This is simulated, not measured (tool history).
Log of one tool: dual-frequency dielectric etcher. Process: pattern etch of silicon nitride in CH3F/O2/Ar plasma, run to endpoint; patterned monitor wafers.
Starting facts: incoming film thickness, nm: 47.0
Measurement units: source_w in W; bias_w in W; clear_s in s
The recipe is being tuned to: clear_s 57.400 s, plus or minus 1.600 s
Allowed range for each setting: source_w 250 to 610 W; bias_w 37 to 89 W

run 1 hour=0.0 | source_w=430 bias_w=63 | clear_s=68.012
run 2 hour=6.4 | source_w=390 bias_w=63 | clear_s=70.250
run 3 hour=7.0 | source_w=390 bias_w=54 | clear_s=75.310
run 4 hour=10.0 | source_w=390 bias_w=63 | clear_s=69.713
run 5 hour=17.1 | source_w=430 bias_w=67 | clear_s=66.433
run 6 hour=18.6 | source_w=480 bias_w=67 | clear_s=62.382
run 7 hour=19.6 | source_w=500 bias_w=68 | clear_s=61.995
run 8 hour=25.7 | source_w=520 bias_w=69 | clear_s=60.481
run 9 hour=26.6 | source_w=530 bias_w=70 | clear_s=59.488

Exactly one of the 5 candidate moves below puts every result within its allowed miss. Which one?
run A hour=27.5 | source_w=470 bias_w=73 | clear_s=?
run B hour=27.5 | source_w=520 bias_w=77 | clear_s=?
run C hour=27.5 | source_w=490 bias_w=65 | clear_s=?
run D hour=27.5 | source_w=500 bias_w=68 | clear_s=?
run E hour=27.5 | source_w=490 bias_w=63 | clear_s=?

move=A clear_s=62.109
move=B clear_s=58.459
move=C clear_s=64.415
move=D clear_s=62.666
move=E clear_s=65.319
A: further off than the last run
B: in spec on every target
C: further off than the last run
D: further off than the last run
E: further off than the last run
So the answer is move B, the one that meets all the targets.
